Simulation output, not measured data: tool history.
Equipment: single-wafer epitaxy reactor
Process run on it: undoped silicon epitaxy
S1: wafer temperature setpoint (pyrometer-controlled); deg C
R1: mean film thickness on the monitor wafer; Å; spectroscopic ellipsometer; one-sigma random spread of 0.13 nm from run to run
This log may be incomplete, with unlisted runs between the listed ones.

run 1 day=0.000 | S1=645 deposition_time_(s)=329 | R1=449.57
run 2 day=0.321 | S1=645 deposition_time_(s)=307 | R1=419.61
run 3 day=0.658 | S1=641 deposition_time_(s)=307 | R1=384.60
run 4 day=0.700 | S1=633 deposition_time_(s)=307 | R1=313.03
run 5 day=0.929 | S1=633 deposition_time_(s)=333 | R1=341.67
run 6 day=1.225 | S1=644 deposition_time_(s)=333 | R1=448.09
run 7 day=1.488 | S1=632 deposition_time_(s)=332 | R1=329.83

Run 8 comes next. What will it give?
run 8 day=1.529 | S1=631 deposition_time_(s)=332 | R1=?

{"run 8": {"R1": 322.2}}

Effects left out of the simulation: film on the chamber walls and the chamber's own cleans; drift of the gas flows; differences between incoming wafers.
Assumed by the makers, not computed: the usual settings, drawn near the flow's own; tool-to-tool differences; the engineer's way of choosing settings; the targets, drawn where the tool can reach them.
